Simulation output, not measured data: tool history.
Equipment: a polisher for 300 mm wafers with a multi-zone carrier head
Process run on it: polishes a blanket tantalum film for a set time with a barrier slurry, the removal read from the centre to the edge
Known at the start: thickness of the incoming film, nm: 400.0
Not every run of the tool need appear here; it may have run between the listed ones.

run,hour,flow of slurry (ml/min),pressure of the head's centre zone,pressure of the head's middle zone,pressure of the head's edge zone,abrasive content of the slurry,polishing time (s),film removed at the wafer's centre (Å),film removed at mid-radius (Å),film removed at the wafer's edge (Å)
1,0.0,240,1.00,1.00,1.00,1.00,35,761.96,757.41,765.96
2,2.1,235,1.00,0.98,0.99,0.95,35,732.82,707.19,752.20
3,10.5,235,1.00,0.98,0.95,0.95,35,747.51,737.40,732.02
4,16.5,235,1.00,1.02,0.95,0.95,35,754.85,765.95,729.94
5,22.1,235,1.00,1.02,0.95,1.05,35,764.31,767.73,738.58
6,30.3,230,1.00,1.00,0.94,1.05,35,768.92,790.23,757.43
7,32.5,235,1.00,0.99,0.94,1.00,35,755.47,759.96,749.07
8,37.2,235,1.01,0.98,0.94,0.95,35,748.15,726.83,721.37

Predict the results of run 9:
9,42.3,235,1.01,0.97,0.94,0.95,35,?,?,?

{"run 9": {"film removed at the wafer's centre (Å)": 744.47, "film removed at mid-radius (Å)": 727.4, "film removed at the wafer's edge (Å)": 740.68}}
